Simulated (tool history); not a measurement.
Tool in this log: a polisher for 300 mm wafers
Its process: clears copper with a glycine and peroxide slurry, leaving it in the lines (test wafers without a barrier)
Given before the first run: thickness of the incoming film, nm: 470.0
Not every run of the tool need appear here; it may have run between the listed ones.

run,hour,flow of slurry (ml/min),pressure of the wafer on the pad (psi),speed of the pad under the wafer (m/s),overpolish time after the end point (s),time until the end point was called (s),dishing of a wide line in a test structure (Å)
1,0,145,1.9,1.24,9,103.05,288.24
2,7.4,145,1.9,0.96,9,118.82,254.9
3,10.7,180,1.9,0.96,9,115.36,266.92
4,13.3,180,1.9,0.84,9,120.24,253.67
5,22,180,2,0.82,7,117.51,210.75
6,27.5,180,2,1,7,104.53,222.08
7,35.6,175,1.9,1.04,3,112.04,108
8,38.2,175,1.9,1.02,4,112.32,134.84
9,44.8,180,1.9,1.02,4,109.55,135.51
10,48.8,180,1.9,1,4,111.55,135.74
11,53.8,185,2,1,7,106.55,227.21
12,57.2,180,2,1.02,6,103.79,200.72
13,65.9,175,2,1.02,6,106.63,200.27
14,69.2,175,2,1.04,6,104.25,211.96
15,72.1,175,2,1.06,6,103.96,205.4
16,75.6,170,2,1.08,6,101.07,204.69

What does the tool deliver on the next run?
17,82.2,165,2,1.08,6,?,?

{"run 17": {"time until the end point was called (s)": 104.22, "dishing of a wide line in a test structure (Å)": 201.17}}
